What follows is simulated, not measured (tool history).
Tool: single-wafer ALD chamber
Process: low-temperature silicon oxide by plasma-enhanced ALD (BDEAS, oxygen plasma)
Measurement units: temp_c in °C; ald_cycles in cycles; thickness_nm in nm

run 1 day=0.000 | temp_c=100 ald_cycles=50 | thickness_nm=7.2738
run 2 day=0.308 | temp_c=91 ald_cycles=50 | thickness_nm=7.4634
run 3 day=0.604 | temp_c=91 ald_cycles=53 | thickness_nm=7.8855
run 4 day=0.975 | temp_c=95 ald_cycles=48 | thickness_nm=7.0291
run 5 day=1.333 | temp_c=98 ald_cycles=45 | thickness_nm=6.5628
run 6 day=1.446 | temp_c=101 ald_cycles=43 | thickness_nm=6.2225
run 7 day=1.708 | temp_c=103 ald_cycles=41 | thickness_nm=5.9168
-- day=2.062 thermocouple changed; heater temperature recalibrated
run 8 day=2.062 | temp_c=105 ald_cycles=40 | thickness_nm=5.8007
run 9 day=2.221 | temp_c=106 ald_cycles=39 | thickness_nm=5.6658
run 10 day=2.446 | temp_c=107 ald_cycles=38 | thickness_nm=5.5255
run 11 day=2.608 | temp_c=108 ald_cycles=38 | thickness_nm=5.4912
run 12 day=2.654 | temp_c=109 ald_cycles=38 | thickness_nm=5.4683

Predict the results of run 13:
run 13 day=2.679 | temp_c=109 ald_cycles=38 | thickness_nm=?

Logged for run 13: thickness_nm 5.4781 nm.
